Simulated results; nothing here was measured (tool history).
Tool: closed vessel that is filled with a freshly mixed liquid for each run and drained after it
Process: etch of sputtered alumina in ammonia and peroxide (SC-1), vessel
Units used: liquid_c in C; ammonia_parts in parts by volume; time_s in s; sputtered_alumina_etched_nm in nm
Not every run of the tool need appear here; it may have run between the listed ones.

| run | day | liquid_c | ammonia_parts | time_s | sputtered_alumina_etched_nm |
|---|---|---|---|---|---|
| 1 | 0 | 55 | 0.4 | 125 | 9.3056 |
| 2 | 0.238 | 57 | 0.4 | 125 | 10.035 |
| 3 | 0.579 | 57 | 0.35 | 125 | 10.067 |
| 4 | 0.854 | 59 | 0.35 | 125 | 11.181 |
| 5 | 0.925 | 59 | 0.25 | 125 | 10.782 |
| 6 | 1 | 56 | 0.25 | 125 | 9.2585 |

For run 7, what comes out?
| 7 | 1.362 | 58 | 0.25 | 125 | ? |

sputtered_alumina_etched_nm: 10.321 nm
